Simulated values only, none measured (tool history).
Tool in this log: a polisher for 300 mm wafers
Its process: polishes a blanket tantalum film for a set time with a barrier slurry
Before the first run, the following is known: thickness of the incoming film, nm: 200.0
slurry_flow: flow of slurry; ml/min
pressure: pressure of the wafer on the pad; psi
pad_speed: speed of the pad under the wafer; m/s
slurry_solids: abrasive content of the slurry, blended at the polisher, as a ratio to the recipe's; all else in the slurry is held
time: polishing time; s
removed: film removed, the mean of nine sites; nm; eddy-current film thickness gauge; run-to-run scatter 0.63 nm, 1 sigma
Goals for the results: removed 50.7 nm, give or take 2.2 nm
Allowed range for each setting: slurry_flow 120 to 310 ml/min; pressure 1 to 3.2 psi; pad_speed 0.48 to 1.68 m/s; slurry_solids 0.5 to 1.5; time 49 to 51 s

run,hour,slurry_flow,pressure,pad_speed,slurry_solids,time,removed
1,0,200,2.1,1.08,1,49,90.58
2,6.1,200,1.7,1.08,1,49,73.508
3,12.3,200,1.5,1.08,1,49,63.004
4,15.2,200,1.5,1.28,1,49,75.676
5,17.8,150,1.5,1.28,1,49,72.159
6,19.1,150,1.5,1.28,1,51,75.94
7,23.7,150,1.4,1.24,1,51,69.993
8,25.5,150,1.4,1.24,1,51,69.288
9,29.3,150,1.3,1.22,1,51,63.889
10,35.9,150,1.2,1.2,1,51,58.066
11,37.5,150,1.1,1.2,1,51,52.737

5 next moves are on the table. One of them brings every result within its allowed miss. Which?
A,39.1,155,1.2,1.16,1.1,49,?
B,39.1,165,1,1.2,1,49,?
C,39.1,155,1.1,1.32,1,51,?
D,39.1,175,1.7,1.04,0.65,50,?
E,39.1,120,1,1.28,1.05,50,?

move,removed
A,56.775
B,48.119
C,59.669
D,57.356
E,51.12
A: further off than the last run
B: takes the biggest miss from the last run beyond its target
C: further off than the last run
D: further off than the last run
E: each result inside its tolerance
The move that meets every target is E.

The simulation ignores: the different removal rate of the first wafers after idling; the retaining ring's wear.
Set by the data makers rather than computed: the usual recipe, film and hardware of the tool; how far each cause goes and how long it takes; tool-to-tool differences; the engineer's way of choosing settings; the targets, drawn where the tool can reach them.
